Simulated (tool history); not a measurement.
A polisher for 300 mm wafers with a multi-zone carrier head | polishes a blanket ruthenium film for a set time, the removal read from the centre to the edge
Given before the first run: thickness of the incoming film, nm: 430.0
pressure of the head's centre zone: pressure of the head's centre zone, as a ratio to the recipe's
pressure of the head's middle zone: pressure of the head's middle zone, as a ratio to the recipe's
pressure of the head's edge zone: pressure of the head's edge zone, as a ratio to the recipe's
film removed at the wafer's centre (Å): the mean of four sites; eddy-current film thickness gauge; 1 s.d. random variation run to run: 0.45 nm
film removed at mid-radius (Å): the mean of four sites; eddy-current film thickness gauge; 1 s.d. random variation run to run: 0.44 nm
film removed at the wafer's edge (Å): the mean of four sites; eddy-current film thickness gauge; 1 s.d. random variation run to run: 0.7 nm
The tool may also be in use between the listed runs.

run	hour	flow of slurry (ml/min)	pressure of the head's centre zone	pressure of the head's middle zone	pressure of the head's edge zone	polishing time (s)	film removed at the wafer's centre (Å)	film removed at mid-radius (Å)	film removed at the wafer's edge (Å)
1	0	215	1	1	1	51	458.55	428.95	432.39
2	7.3	215	1	1	1.07	51	458.5	433.27	447.6
3	13.9	230	1.01	1.04	1.1	54	494.03	481.56	490.66
4	18.5	230	1.01	0.98	1.1	54	493.4	455.98	484.52
# hour 23.2: centre zone pressure recalibrated
5	23.2	230	0.93	0.98	1.1	54	432.96	452.86	492.55
6	26	245	0.96	1.03	1.12	56	459.62	494.29	508.87

Run 7 is up next; what results do you expect?
7	30.1	250	0.99	1.06	1.13	58	?	?	?

film removed at the wafer's centre (Å): 494.77
film removed at mid-radius (Å): 533.36
film removed at the wafer's edge (Å): 512.7

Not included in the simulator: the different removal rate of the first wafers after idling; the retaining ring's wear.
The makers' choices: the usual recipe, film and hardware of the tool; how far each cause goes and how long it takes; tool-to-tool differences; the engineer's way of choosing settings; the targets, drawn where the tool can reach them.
